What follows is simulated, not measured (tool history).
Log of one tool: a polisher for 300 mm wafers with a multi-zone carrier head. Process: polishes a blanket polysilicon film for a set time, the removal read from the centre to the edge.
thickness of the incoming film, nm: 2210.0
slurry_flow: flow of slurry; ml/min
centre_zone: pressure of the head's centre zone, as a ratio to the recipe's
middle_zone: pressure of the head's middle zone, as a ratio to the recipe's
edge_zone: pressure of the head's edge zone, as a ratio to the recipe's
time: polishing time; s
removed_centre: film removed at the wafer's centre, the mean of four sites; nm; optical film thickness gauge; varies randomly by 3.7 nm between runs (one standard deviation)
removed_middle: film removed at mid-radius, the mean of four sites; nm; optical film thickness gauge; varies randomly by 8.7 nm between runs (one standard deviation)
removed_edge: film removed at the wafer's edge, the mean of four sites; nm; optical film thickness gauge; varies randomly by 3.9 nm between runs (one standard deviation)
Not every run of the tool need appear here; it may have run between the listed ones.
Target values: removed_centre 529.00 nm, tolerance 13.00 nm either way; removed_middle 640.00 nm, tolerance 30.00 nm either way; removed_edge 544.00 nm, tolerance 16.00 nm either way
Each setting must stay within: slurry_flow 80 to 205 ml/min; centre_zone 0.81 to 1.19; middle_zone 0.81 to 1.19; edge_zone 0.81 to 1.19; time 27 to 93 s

{"run": 1, "day": 0.0, "slurry_flow": 135, "centre_zone": 1.0, "middle_zone": 1.0, "edge_zone": 1.0, "time": 59, "removed_centre": 682.2, "removed_middle": 755.64, "removed_edge": 743.25}
{"run": 2, "day": 0.321, "slurry_flow": 110, "centre_zone": 1.0, "middle_zone": 1.0, "edge_zone": 1.0, "time": 59, "removed_centre": 649.49, "removed_middle": 707.89, "removed_edge": 714.04}
{"run": 3, "day": 0.608, "slurry_flow": 110, "centre_zone": 1.0, "middle_zone": 1.0, "edge_zone": 1.08, "time": 59, "removed_centre": 643.96, "removed_middle": 704.35, "removed_edge": 730.27}
{"run": 4, "day": 0.754, "slurry_flow": 110, "centre_zone": 0.92, "middle_zone": 1.0, "edge_zone": 1.08, "time": 59, "removed_centre": 608.89, "removed_middle": 712.01, "removed_edge": 747.97}
{"run": 5, "day": 0.896, "slurry_flow": 110, "centre_zone": 0.92, "middle_zone": 0.96, "edge_zone": 1.08, "time": 59, "removed_centre": 613.11, "removed_middle": 670.44, "removed_edge": 746.72}
{"run": 6, "day": 1.104, "slurry_flow": 110, "centre_zone": 0.92, "middle_zone": 0.96, "edge_zone": 1.08, "time": 68, "removed_centre": 707.89, "removed_middle": 793.86, "removed_edge": 858.89}
{"run": 7, "day": 1.2, "slurry_flow": 110, "centre_zone": 0.95, "middle_zone": 1.0, "edge_zone": 1.02, "time": 62, "removed_centre": 652.5, "removed_middle": 744.75, "removed_edge": 753.16}
{"run": 8, "day": 1.288, "slurry_flow": 105, "centre_zone": 0.96, "middle_zone": 1.02, "edge_zone": 0.97, "time": 59, "removed_centre": 618.67, "removed_middle": 708.62, "removed_edge": 693.22}
{"run": 9, "day": 1.325, "slurry_flow": 100, "centre_zone": 0.97, "middle_zone": 1.04, "edge_zone": 0.93, "time": 57, "removed_centre": 598.99, "removed_middle": 684.09, "removed_edge": 659.11}
{"run": 10, "day": 1.404, "slurry_flow": 100, "centre_zone": 0.98, "middle_zone": 1.07, "edge_zone": 0.9, "time": 55, "removed_centre": 575.25, "removed_middle": 685.96, "removed_edge": 625.12}
{"run": 11, "day": 1.546, "slurry_flow": 100, "centre_zone": 0.99, "middle_zone": 1.08, "edge_zone": 0.88, "time": 54, "removed_centre": 564.51, "removed_middle": 686.01, "removed_edge": 600.15}
{"run": 12, "day": 1.821, "slurry_flow": 95, "centre_zone": 0.99, "middle_zone": 1.08, "edge_zone": 0.86, "time": 53, "removed_centre": 543.44, "removed_middle": 655.42, "removed_edge": 575.67}
{"run": 13, "day": 1.983, "slurry_flow": 90, "centre_zone": 0.99, "middle_zone": 1.08, "edge_zone": 0.85, "time": 53, "removed_centre": 536.54, "removed_middle": 636.77, "removed_edge": 568.59}
{"run": 14, "day": 2.271, "slurry_flow": 90, "centre_zone": 0.99, "middle_zone": 1.09, "edge_zone": 0.84, "time": 53, "removed_centre": 526.44, "removed_middle": 651.74, "removed_edge": 561.57}
{"day": 2.588, "done": "centre zone pressure recalibrated"}
{"run": 15, "day": 2.588, "slurry_flow": 90, "centre_zone": 1.0, "middle_zone": 1.09, "edge_zone": 0.83, "time": 53, "removed_centre": 568.97, "removed_middle": 647.04, "removed_edge": 558.15}
{"run": 16, "day": 2.754, "slurry_flow": 90, "centre_zone": 0.99, "middle_zone": 1.09, "edge_zone": 0.83, "time": 53, "removed_centre": 571.34, "removed_middle": 650.52, "removed_edge": 563.67}

Exactly one of the 4 candidate moves below puts every result within its allowed miss. Which one?
{"run": "A", "day": 2.921, "slurry_flow": 105, "centre_zone": 0.98, "middle_zone": 1.12, "edge_zone": 0.86, "time": 49, "removed_centre": "?", "removed_middle": "?", "removed_edge": "?"}
{"run": "B", "day": 2.921, "slurry_flow": 90, "centre_zone": 1.08, "middle_zone": 1.18, "edge_zone": 0.81, "time": 49, "removed_centre": "?", "removed_middle": "?", "removed_edge": "?"}
{"run": "C", "day": 2.921, "slurry_flow": 100, "centre_zone": 1.01, "middle_zone": 1.17, "edge_zone": 0.84, "time": 47, "removed_centre": "?", "removed_middle": "?", "removed_edge": "?"}
{"run": "D", "day": 2.921, "slurry_flow": 120, "centre_zone": 0.93, "middle_zone": 1.11, "edge_zone": 0.87, "time": 47, "removed_centre": "?", "removed_middle": "?", "removed_edge": "?"}

move=A removed_centre=555.44 removed_middle=637.15 removed_edge=548.62
move=B removed_centre=558.52 removed_middle=631.85 removed_edge=515.24
move=C removed_centre=534.18 removed_middle=624.62 removed_edge=514.86
move=D removed_centre=537.70 removed_middle=630.47 removed_edge=543.34
A: nearer than the last run, and not there yet
B: nearer than the last run, and not there yet
C: gets the furthest-off result to its target, but another result is out of tolerance
D: hits every target within its allowed miss
D is the move that brings every result within its allowed miss.
